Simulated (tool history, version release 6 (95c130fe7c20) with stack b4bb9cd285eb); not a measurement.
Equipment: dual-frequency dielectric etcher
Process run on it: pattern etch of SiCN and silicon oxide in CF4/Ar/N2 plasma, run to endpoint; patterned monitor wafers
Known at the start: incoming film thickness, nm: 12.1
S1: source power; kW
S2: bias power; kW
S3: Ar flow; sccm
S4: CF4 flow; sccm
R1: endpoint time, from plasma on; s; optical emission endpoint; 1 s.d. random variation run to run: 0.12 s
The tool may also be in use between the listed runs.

run	hour	S1	S2	S3	S4	R1
1	0	0.45	0.056	139	73	15.988
2	5.6	0.42	0.056	139	73	16.956
3	9.9	0.48	0.056	139	73	15.346
4	11.9	0.44	0.055	139	73	16.306
5	18.2	0.44	0.055	124	73	15.722
6	22.8	0.4	0.054	124	73	16.919
7	28.2	0.37	0.053	124	73	18.43

Run 8, settings as shown, results not yet in. Your forecast:
8	36.8	0.36	0.053	124	73	?

Run 8 yielded R1 18.437 s.
